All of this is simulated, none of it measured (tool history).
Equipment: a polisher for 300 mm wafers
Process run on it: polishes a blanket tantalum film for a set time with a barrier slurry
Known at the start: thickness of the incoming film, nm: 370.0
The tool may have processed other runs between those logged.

run  hour  flow of slurry (ml/min)  pressure of the wafer on the pad (psi)  speed of the pad under the wafer (m/s)  abrasive content of the slurry  polishing time (s)  film removed (nm)
  1   0.0                      210                                     1.2                                    0.84                            1.00                  87             66.681
  2   3.3                      205                                     1.2                                    0.84                            1.00                  87             66.946
  3   7.8                      205                                     1.2                                    0.84                            0.90                  87             65.031
  4  15.7                      205                                     1.2                                    0.84                            1.05                  87             68.049
  5  18.1                      200                                     1.0                                    0.84                            1.05                  87             56.500
  6  20.9                      195                                     1.0                                    0.84                            1.05                  87             56.919
  7  29.4                      195                                     0.9                                    0.84                            1.05                  87             50.695
  8  37.2                      200                                     0.9                                    0.84                            1.05                  87             51.867
  9  44.0                      225                                     0.9                                    0.84                            1.05                  87             52.458

What does the tool deliver on the next run?
 10  47.3                      230                                     0.9                                    0.84                            1.05                  87                  ?

Run 10 produced film removed (nm) 52.281.
